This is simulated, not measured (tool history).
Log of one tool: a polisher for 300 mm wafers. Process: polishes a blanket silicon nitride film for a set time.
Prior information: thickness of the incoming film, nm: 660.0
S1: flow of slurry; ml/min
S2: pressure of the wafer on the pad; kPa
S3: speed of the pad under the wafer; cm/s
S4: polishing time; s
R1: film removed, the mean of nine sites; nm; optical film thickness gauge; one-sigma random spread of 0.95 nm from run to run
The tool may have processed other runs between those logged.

run,hour,S1,S2,S3,S4,R1
1,0,225,28.3,134,66,177.74
2,6,220,24.1,128,66,146.54
3,14.5,220,21.4,124,66,127.09
4,15.9,195,21.4,124,66,124.67
5,24.7,145,21.4,124,66,122.12
6,25.5,145,21.4,138,66,126.49
7,29.6,145,19.3,138,66,116.13
8,38.4,145,19.3,138,66,114.77

The next listed run, before its measurement:
9,45.3,145,17.9,138,66,?

For run 9 the tool returned R1 109.03 nm.
